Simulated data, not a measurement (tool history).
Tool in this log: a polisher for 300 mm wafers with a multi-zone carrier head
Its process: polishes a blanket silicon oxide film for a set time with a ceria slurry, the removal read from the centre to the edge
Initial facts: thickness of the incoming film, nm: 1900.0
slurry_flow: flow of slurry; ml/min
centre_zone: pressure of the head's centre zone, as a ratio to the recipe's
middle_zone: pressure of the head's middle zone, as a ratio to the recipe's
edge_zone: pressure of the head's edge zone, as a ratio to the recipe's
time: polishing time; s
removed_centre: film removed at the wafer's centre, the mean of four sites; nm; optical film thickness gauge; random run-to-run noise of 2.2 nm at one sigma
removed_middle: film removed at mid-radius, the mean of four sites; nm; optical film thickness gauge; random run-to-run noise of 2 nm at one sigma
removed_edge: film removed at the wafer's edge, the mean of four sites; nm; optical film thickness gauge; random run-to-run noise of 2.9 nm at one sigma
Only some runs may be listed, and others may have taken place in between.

run  hour  slurry_flow  centre_zone  middle_zone  edge_zone  time  removed_centre  removed_middle  removed_edge
  1     0          210            1            1          1    89           372.2          383.85        396.83
  2   6.6          205         0.98         0.99       0.98    83          338.18          357.72        354.88
  3  10.7          255         0.98         0.99       0.98    83          355.31          367.89        373.73
  4  19.6          245         0.96         0.97       0.98    78          324.06          331.15        339.43
  5  27.6          230         0.94         0.96       0.99    75           304.6          317.47        331.78
  6  28.2          230         0.94         0.96       1.06    75          307.03          316.05        341.42
  7    33          220         0.92         0.95       1.05    72          282.18          303.88        323.01
  8    34          215         0.91         0.93       1.04    69          267.89          282.76        306.93
  9  42.4          205          0.9         0.92       1.02    67          260.03           268.7        301.85

What does the tool deliver on the next run?
 10  49.4          205         0.89         0.93       1.01    64               ?               ?             ?

{"run 10": {"removed_centre": 237.65, "removed_middle": 258.41, "removed_edge": 285.79}}

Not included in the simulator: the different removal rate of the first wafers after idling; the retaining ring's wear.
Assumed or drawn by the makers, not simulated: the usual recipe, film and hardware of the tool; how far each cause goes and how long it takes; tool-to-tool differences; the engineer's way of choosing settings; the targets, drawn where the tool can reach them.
